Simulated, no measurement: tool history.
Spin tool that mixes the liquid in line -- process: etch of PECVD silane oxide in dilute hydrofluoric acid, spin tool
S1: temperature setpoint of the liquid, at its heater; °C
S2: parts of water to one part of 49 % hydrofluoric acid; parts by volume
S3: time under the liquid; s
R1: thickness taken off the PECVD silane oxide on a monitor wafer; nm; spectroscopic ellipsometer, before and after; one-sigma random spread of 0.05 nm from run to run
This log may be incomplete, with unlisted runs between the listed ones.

run 1 day=0.000 | S1=24.0 S2=120 S3=100 | R1=11.6650
run 2 day=0.125 | S1=20.5 S2=120 S3=100 | R1=10.1640
run 3 day=0.350 | S1=20.0 S2=120 S3=100 | R1=10.0400
run 4 day=0.596 | S1=20.0 S2=145 S3=100 | R1=8.0466
run 5 day=0.654 | S1=20.0 S2=145 S3=100 | R1=8.1160
run 6 day=0.838 | S1=20.0 S2=145 S3=100 | R1=8.1186
run 7 day=1.046 | S1=20.5 S2=145 S3=100 | R1=8.2932
run 8 day=1.179 | S1=21.5 S2=145 S3=100 | R1=8.5217

Run 9 comes next. What will it give?
run 9 day=1.254 | S1=22.0 S2=145 S3=100 | R1=?

Run 9 yielded R1 8.7031 nm.
